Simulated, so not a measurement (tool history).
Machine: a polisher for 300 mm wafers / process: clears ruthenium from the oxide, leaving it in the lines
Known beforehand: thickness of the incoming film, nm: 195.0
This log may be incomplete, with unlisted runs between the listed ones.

run,hour,flow of slurry (ml/min),pressure of the wafer on the pad (kPa),speed of the pad under the wafer (m/s),overpolish time after the end point (s),time until the end point was called (s)
1,0.0,200,17.2,0.90,9,148.29
2,5.0,200,19.3,0.90,9,131.30
3,13.6,200,15.2,0.90,9,165.74
4,15.0,220,15.2,0.90,9,168.59
5,17.1,220,14.5,0.90,9,170.16
6,26.0,220,13.8,0.90,9,184.32
7,33.9,220,13.1,0.90,9,191.44

Forecast run 8:
8,38.7,220,12.4,0.90,9,?

time until the end point was called (s): 200.92
